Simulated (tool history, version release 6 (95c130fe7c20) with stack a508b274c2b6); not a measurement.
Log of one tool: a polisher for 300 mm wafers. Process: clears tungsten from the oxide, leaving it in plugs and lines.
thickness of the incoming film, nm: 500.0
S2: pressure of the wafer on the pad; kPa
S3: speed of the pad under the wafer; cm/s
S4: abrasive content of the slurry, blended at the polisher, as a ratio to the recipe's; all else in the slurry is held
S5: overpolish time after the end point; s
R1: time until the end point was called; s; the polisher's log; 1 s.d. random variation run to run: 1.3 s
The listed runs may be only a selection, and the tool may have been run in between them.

run 1 day=0.000 | flow_of_slurry_(ml/min)=270 S2=28.3 S3=88 S4=1.0 S5=25 | R1=101.61
run 2 day=0.279 | flow_of_slurry_(ml/min)=270 S2=26.2 S3=88 S4=1.0 S5=25 | R1=105.96
run 3 day=0.342 | flow_of_slurry_(ml/min)=270 S2=23.4 S3=88 S4=1.0 S5=25 | R1=113.73
run 4 day=0.592 | flow_of_slurry_(ml/min)=270 S2=22.1 S3=88 S4=1.0 S5=25 | R1=117.00
run 5 day=0.892 | flow_of_slurry_(ml/min)=270 S2=20.7 S3=88 S4=1.0 S5=25 | R1=118.31
run 6 day=0.950 | flow_of_slurry_(ml/min)=270 S2=19.3 S3=88 S4=1.0 S5=25 | R1=125.73

Forecast run 7:
run 7 day=1.000 | flow_of_slurry_(ml/min)=270 S2=18.6 S3=88 S4=1.0 S5=25 | R1=?

R1: 124.16 s

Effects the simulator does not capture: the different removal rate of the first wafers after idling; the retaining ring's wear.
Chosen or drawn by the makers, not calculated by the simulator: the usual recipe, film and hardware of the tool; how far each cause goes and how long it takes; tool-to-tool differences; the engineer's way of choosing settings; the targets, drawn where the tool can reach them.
